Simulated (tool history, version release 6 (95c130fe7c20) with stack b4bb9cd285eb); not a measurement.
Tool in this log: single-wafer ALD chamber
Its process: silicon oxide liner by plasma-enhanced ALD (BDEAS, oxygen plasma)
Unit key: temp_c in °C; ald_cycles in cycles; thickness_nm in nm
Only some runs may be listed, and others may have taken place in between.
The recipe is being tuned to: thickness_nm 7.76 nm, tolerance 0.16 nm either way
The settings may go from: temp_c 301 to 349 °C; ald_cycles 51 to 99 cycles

run 1 day=0 | temp_c=325 ald_cycles=75 | thickness_nm=6.7305
run 2 day=0.304 | temp_c=325 ald_cycles=70 | thickness_nm=6.2588
run 3 day=0.629 | temp_c=316 ald_cycles=70 | thickness_nm=6.3052
run 4 day=0.908 | temp_c=309 ald_cycles=70 | thickness_nm=6.3373
run 5 day=0.954 | temp_c=316 ald_cycles=70 | thickness_nm=6.3074
run 6 day=1.317 | temp_c=316 ald_cycles=74 | thickness_nm=6.6625
run 7 day=1.562 | temp_c=316 ald_cycles=77 | thickness_nm=6.865
run 8 day=1.896 | temp_c=316 ald_cycles=80 | thickness_nm=7.2098
run 9 day=2.183 | temp_c=316 ald_cycles=81 | thickness_nm=7.3789

Below are 4 possible settings for the next run. Only one of them brings all results inside the allowed miss of their targets. Which is it?
run A day=2.471 | temp_c=327 ald_cycles=90 | thickness_nm=?
run B day=2.471 | temp_c=319 ald_cycles=77 | thickness_nm=?
run C day=2.471 | temp_c=316 ald_cycles=90 | thickness_nm=?
run D day=2.471 | temp_c=323 ald_cycles=86 | thickness_nm=?

move=A thickness_nm=8.1174
move=B thickness_nm=7.0159
move=C thickness_nm=8.2315
move=D thickness_nm=7.7963
A: takes the result that was furthest off past its target
B: misses by more than the last run did
C: takes the result that was furthest off past its target
D: all results in spec
So the answer is move D, the one that meets all the targets.
